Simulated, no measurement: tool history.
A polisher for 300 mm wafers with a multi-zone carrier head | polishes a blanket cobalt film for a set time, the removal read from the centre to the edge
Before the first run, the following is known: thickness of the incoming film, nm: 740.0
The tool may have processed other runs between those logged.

run  hour  flow of slurry (ml/min)  pressure of the head's centre zone  pressure of the head's middle zone  pressure of the head's edge zone  polishing time (s)  film removed at the wafer's centre (nm)  film removed at mid-radius (nm)  film removed at the wafer's edge (nm)
  1     0                      210                                   1                                   1                                 1                  47                                   330.44                           319.76                                 307.32
  2   8.8                      220                                   1                                1.03                              1.03                  49                                      351                           344.11                                 333.39
  3   9.6                      230                                   1                                1.06                              1.04                  50                                    347.8                           363.07                                 341.17
  4  13.3                      240                                1.02                                1.08                              1.06                  51                                   363.99                           371.02                                 348.63
  5  20.7                      245                                1.02                                 1.1                              1.07                  52                                   371.75                           392.79                                 361.21
  6  23.8                      245                                1.02                                1.04                              1.07                  52                                   377.61                           375.74                                  359.3

For run 7, what comes out?
  7  30.7                      245                                1.02                                1.04                              1.07                  52                                        ?                                ?                                      ?

{"run 7": {"film removed at the wafer's centre (nm)": 380.72, "film removed at mid-radius (nm)": 379.55, "film removed at the wafer's edge (nm)": 361.6}}

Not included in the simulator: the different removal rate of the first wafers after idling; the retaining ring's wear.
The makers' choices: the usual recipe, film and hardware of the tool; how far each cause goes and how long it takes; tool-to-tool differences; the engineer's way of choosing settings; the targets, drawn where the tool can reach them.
